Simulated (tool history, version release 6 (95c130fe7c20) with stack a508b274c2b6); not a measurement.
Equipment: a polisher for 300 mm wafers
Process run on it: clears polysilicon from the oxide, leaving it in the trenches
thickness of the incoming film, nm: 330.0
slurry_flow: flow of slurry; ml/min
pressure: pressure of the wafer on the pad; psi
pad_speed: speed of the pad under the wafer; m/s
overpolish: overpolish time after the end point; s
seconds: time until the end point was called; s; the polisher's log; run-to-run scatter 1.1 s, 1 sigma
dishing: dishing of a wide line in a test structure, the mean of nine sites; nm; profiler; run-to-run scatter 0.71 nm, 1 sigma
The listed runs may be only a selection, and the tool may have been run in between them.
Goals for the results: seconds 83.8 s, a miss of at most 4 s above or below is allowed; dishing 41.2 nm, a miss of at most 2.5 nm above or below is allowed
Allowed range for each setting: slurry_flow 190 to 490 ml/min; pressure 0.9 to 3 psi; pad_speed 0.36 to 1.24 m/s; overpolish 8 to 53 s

Run 1, hour 0: slurry_flow 315 ml/min, pressure 1.9 psi, pad_speed 0.8 m/s, overpolish 27 s. Result: seconds 44.748 s, dishing 48.113 nm.
Run 2, hour 0.9: slurry_flow 315 ml/min, pressure 1.9 psi, pad_speed 0.64 m/s, overpolish 27 s. Result: seconds 55.527 s, dishing 46.957 nm.
Run 3, hour 5.1: slurry_flow 315 ml/min, pressure 1.9 psi, pad_speed 0.64 m/s, overpolish 33 s. Result: seconds 56.339 s, dishing 49.343 nm.
Run 4, hour 12.8: slurry_flow 315 ml/min, pressure 1.8 psi, pad_speed 0.64 m/s, overpolish 30 s. Result: seconds 59.717 s, dishing 46.634 nm.
Run 5, hour 21.4: slurry_flow 315 ml/min, pressure 1.7 psi, pad_speed 0.64 m/s, overpolish 29 s. Result: seconds 61.641 s, dishing 45.485 nm.
Run 6, hour 23.1: slurry_flow 315 ml/min, pressure 1.7 psi, pad_speed 0.54 m/s, overpolish 29 s. Result: seconds 73.492 s, dishing 44.433 nm.
Run 7, hour 23.9: slurry_flow 315 ml/min, pressure 1.7 psi, pad_speed 0.54 m/s, overpolish 28 s. Result: seconds 72.05 s, dishing 46.105 nm.
Run 8, hour 29.2: slurry_flow 315 ml/min, pressure 1.3 psi, pad_speed 0.52 m/s, overpolish 15 s. Result: seconds 98.238 s, dishing 31.099 nm.
Run 9, hour 34.4: slurry_flow 315 ml/min, pressure 1.3 psi, pad_speed 0.52 m/s, overpolish 17 s. Result: seconds 97.41 s, dishing 32.831 nm.
Run 10, hour 41.2: slurry_flow 315 ml/min, pressure 1.3 psi, pad_speed 0.52 m/s, overpolish 18 s. Result: seconds 99.334 s, dishing 33.241 nm.
Run 11, hour 42.1: slurry_flow 315 ml/min, pressure 1.3 psi, pad_speed 0.52 m/s, overpolish 19 s. Result: seconds 96.538 s, dishing 33.987 nm.
At hour 45.2: head pressure recalibrated.
Run 12, hour 45.2: slurry_flow 315 ml/min, pressure 1.3 psi, pad_speed 0.52 m/s, overpolish 20 s. Result: seconds 92.048 s, dishing 35.7 nm.
Run 13, hour 51.6: slurry_flow 315 ml/min, pressure 1.3 psi, pad_speed 0.52 m/s, overpolish 20 s. Result: seconds 93.943 s, dishing 36.5 nm.
Run 14, hour 60.2: slurry_flow 315 ml/min, pressure 1.3 psi, pad_speed 0.52 m/s, overpolish 21 s. Result: seconds 90.26 s, dishing 37.583 nm.
Run 15, hour 63.3: slurry_flow 315 ml/min, pressure 1.3 psi, pad_speed 0.52 m/s, overpolish 22 s. Result: seconds 92.182 s, dishing 38.609 nm.

Of the 4 settings listed for the next run, only one would bring every result within its allowed miss of target. Which one?
Run A, hour 66.4: slurry_flow 310 ml/min, pressure 1.4 psi, pad_speed 0.52 m/s, overpolish 16 s. Result: seconds ?, dishing ?.
Run B, hour 66.4: slurry_flow 210 ml/min, pressure 1.5 psi, pad_speed 0.58 m/s, overpolish 14 s. Result: seconds ?, dishing ?.
Run C, hour 66.4: slurry_flow 245 ml/min, pressure 1.1 psi, pad_speed 0.6 m/s, overpolish 23 s. Result: seconds ?, dishing ?.
Run D, hour 66.4: slurry_flow 275 ml/min, pressure 0.9 psi, pad_speed 0.84 m/s, overpolish 23 s. Result: seconds ?, dishing ?.

move  seconds  dishing
   A   84.976   34.819
   B   73.851   34.945
   C   94.128     39.5
   D    80.88   41.986
A: corrects the largest miss of the last run, while another result sits out of spec
B: the result that was furthest off in the last run now lies on the other side of its target
C: lands further from the targets than the last run did
D: all results land within tolerance of their targets
So the answer is move D, the one that meets all the targets.
